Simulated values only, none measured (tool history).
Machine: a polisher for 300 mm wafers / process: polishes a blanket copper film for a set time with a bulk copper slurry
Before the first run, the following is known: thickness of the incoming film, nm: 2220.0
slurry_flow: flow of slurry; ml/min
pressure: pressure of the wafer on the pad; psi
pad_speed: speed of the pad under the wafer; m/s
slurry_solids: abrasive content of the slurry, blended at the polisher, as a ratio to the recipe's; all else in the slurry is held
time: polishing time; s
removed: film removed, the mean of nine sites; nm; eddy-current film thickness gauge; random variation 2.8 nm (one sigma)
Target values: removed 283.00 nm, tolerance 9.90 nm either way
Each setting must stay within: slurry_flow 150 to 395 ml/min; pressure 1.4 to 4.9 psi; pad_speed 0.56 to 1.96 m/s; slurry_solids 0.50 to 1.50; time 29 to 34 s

run	hour	slurry_flow	pressure	pad_speed	slurry_solids	time	removed
1	0.0	250	3.1	1.26	1.00	34	351.50
2	2.7	250	3.1	1.42	1.00	34	383.02
3	7.0	250	3.1	1.42	1.00	34	375.14
4	15.2	250	3.8	1.42	1.00	34	462.30
5	21.1	250	3.4	1.40	1.00	34	403.93
6	23.6	250	3.4	1.68	1.00	34	463.46
7	29.8	250	3.0	1.66	1.00	34	415.66
8	36.3	250	2.7	1.66	1.00	34	368.04
9	39.8	250	2.5	1.66	1.00	34	339.30
10	40.4	250	2.4	1.66	1.00	34	329.12
11	43.4	250	2.3	1.66	1.00	34	318.20
12	46.3	250	2.2	1.66	1.00	34	298.07

Which single option among these 4 for the next run brings every result within its allowed miss of target? Just one does.
A	49.2	290	2.3	1.58	0.95	34	?
B	49.2	235	2.3	1.76	0.90	34	?
C	49.2	250	2.3	1.64	1.00	31	?
D	49.2	240	2.0	1.96	1.35	33	?

move	removed
A	306.17
B	319.90
C	284.11
D	314.01
A: the biggest miss grows against the last run
B: the biggest miss grows against the last run
C: each result inside its tolerance
D: the biggest miss grows against the last run
C is the move that brings every result within its allowed miss.
